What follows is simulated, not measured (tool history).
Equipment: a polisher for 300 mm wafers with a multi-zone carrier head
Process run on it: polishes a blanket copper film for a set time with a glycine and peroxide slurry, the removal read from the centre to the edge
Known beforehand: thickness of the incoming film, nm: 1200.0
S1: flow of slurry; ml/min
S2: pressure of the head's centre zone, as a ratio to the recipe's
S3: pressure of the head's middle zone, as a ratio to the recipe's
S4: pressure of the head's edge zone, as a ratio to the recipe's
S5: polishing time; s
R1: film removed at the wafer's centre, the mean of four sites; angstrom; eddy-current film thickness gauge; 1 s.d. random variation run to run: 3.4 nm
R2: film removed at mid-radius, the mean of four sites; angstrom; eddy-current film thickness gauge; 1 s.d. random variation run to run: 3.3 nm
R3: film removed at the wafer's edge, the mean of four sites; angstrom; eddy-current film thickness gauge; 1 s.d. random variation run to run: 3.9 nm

run 1 hour=0.0 | S1=260 S2=1.00 S3=1.00 S4=1.00 S5=83 | R1=4004.6 R2=4192.4 R3=4043.1
run 2 hour=5.3 | S1=255 S2=0.97 S3=0.98 S4=0.99 S5=82 | R1=3963.5 R2=3984.5 R3=4047.1
run 3 hour=6.7 | S1=255 S2=0.97 S3=1.05 S4=0.99 S5=82 | R1=3938.3 R2=4268.5 R3=3963.4
run 4 hour=8.1 | S1=250 S2=0.94 S3=1.05 S4=1.01 S5=79 | R1=3620.5 R2=4108.3 R3=3849.3
run 5 hour=16.0 | S1=245 S2=0.92 S3=1.04 S4=1.01 S5=78 | R1=3489.5 R2=4006.5 R3=3762.6
run 6 hour=22.2 | S1=245 S2=0.92 S3=1.04 S4=1.05 S5=78 | R1=3493.5 R2=3987.3 R3=3934.2
run 7 hour=25.6 | S1=240 S2=0.90 S3=1.03 S4=1.04 S5=77 | R1=3400.8 R2=3921.1 R3=3838.1
run 8 hour=32.7 | S1=235 S2=0.88 S3=1.02 S4=1.04 S5=76 | R1=3265.1 R2=3836.3 R3=3794.5
run 9 hour=38.7 | S1=230 S2=0.87 S3=1.01 S4=1.03 S5=75 | R1=3193.7 R2=3710.2 R3=3730.1
run 10 hour=46.5 | S1=225 S2=0.86 S3=1.00 S4=1.03 S5=75 | R1=3148.4 R2=3709.9 R3=3696.8
run 11 hour=51.9 | S1=220 S2=0.85 S3=0.99 S4=1.03 S5=75 | R1=3089.3 R2=3694.1 R3=3613.5
run 12 hour=53.2 | S1=220 S2=0.85 S3=0.98 S4=1.04 S5=75 | R1=3121.4 R2=3633.7 R3=3716.0
run 13 hour=56.2 | S1=215 S2=0.84 S3=0.97 S4=1.04 S5=75 | R1=3035.2 R2=3589.9 R3=3678.3

The next listed run, before its measurement:
run 14 hour=57.3 | S1=215 S2=0.84 S3=0.97 S4=1.04 S5=75 | R1=? R2=? R3=?

R1: 3075.0 angstrom
R2: 3581.3 angstrom
R3: 3740.9 angstrom
